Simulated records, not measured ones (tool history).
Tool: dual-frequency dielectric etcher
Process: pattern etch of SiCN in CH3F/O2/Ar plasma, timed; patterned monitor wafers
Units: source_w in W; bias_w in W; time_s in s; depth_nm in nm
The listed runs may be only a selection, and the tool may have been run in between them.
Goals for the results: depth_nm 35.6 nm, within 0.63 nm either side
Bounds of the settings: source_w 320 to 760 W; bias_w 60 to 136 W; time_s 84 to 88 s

| run | hour | source_w | bias_w | time_s | depth_nm |
|---|---|---|---|---|---|
| 1 | 0 | 540 | 98 | 84 | 39.077 |
| 2 | 4.9 | 540 | 98 | 88 | 40.949 |
| 3 | 7 | 540 | 114 | 88 | 42.438 |
| 4 | 11.9 | 490 | 114 | 88 | 41.818 |
| 5 | 17.4 | 450 | 114 | 88 | 40.863 |
| 6 | 19.4 | 420 | 106 | 87.5 | 38.863 |
| 7 | 24.9 | 390 | 102 | 87.5 | 37.773 |
| 8 | 31.5 | 390 | 102 | 87.5 | 37.918 |
| 9 | 37.3 | 370 | 99 | 87.5 | 37.222 |
| 10 | 39.6 | 360 | 97 | 87.5 | 36.803 |
| 11 | 48.4 | 350 | 96 | 87.5 | 36.35 |

Which one of the following 4 next-run settings gets every result inside its allowed miss? There is exactly one.
| A | 57.2 | 330 | 96 | 84 | ? |
| B | 57.2 | 320 | 83 | 85 | ? |
| C | 57.2 | 320 | 112 | 84 | ? |
| D | 57.2 | 360 | 101 | 87 | ? |

| move | depth_nm |
|---|---|
| A | 34.488 |
| B | 33.448 |
| C | 35.711 |
| D | 36.846 |
A: the result that was furthest off in the last run now lies on the other side of its target
B: the result that was furthest off in the last run now lies on the other side of its target
C: every result lands within tolerance
D: the biggest miss grows against the last run
C meets every target.
